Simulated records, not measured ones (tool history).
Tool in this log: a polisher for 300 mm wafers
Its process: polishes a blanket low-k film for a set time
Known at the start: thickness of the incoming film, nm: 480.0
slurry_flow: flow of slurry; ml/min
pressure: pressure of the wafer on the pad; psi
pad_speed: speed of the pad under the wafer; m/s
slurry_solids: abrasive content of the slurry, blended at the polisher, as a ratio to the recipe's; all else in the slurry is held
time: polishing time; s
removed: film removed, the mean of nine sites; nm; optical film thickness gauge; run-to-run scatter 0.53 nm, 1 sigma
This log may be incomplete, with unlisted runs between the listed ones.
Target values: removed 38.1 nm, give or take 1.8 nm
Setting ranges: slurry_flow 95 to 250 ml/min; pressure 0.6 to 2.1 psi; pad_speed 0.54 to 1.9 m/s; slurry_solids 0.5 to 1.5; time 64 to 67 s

run	day	slurry_flow	pressure	pad_speed	slurry_solids	time	removed
1	0	160	1.3	1.22	1	64	24.199
2	0.271	160	1.3	1.22	1	64	24.055
3	0.317	160	1.3	1.22	0.8	64	21.318
4	0.375	160	1.3	1.22	1	64	24.117
5	0.604	160	1.3	1.22	0.9	64	22.769
6	0.812	160	1.4	1.22	0.9	64	24.406
7	1.025	165	1.8	1.28	0.9	64	33.094
8	1.35	165	1.9	1.28	0.9	64	35.151
9	1.5	165	2	1.28	0.9	64	35.761

Which single option among these 5 for the next run brings every result within its allowed miss of target? Just one does.
A	1.65	140	2	1.28	0.85	65	?
B	1.65	160	2	1.22	0.95	67	?
C	1.65	185	1.8	1.16	1.15	64	?
D	1.65	210	2	1.2	0.85	64	?
E	1.65	150	1.9	1.22	0.8	67	?

move	removed
A	35.129
B	37.933
C	35.368
D	34.493
E	32.132
A: the biggest miss grows against the last run
B: all results in spec
C: the biggest miss grows against the last run
D: the biggest miss grows against the last run
E: the biggest miss grows against the last run
The move that meets every target is B.
